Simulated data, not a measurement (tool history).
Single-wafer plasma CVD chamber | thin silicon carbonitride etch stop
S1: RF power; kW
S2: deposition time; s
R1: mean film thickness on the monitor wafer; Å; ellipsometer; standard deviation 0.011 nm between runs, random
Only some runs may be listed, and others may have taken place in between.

run  hour    S1    S2      R1
  1     0  0.25  7.42  41.997
  2     7  0.25  8.27  46.973
  3   9.1  0.25  8.66  49.244
  4  13.6  0.24  8.41  47.093
  5  19.1  0.24  8.84  49.877
  6    20  0.22  8.84  48.096
  7  28.9  0.21  8.62   46.32

What does the tool deliver on the next run?
     33.6  -- RF generator calibrated
  8  33.6  0.205  8.41   ?

R1: 45.97 Å
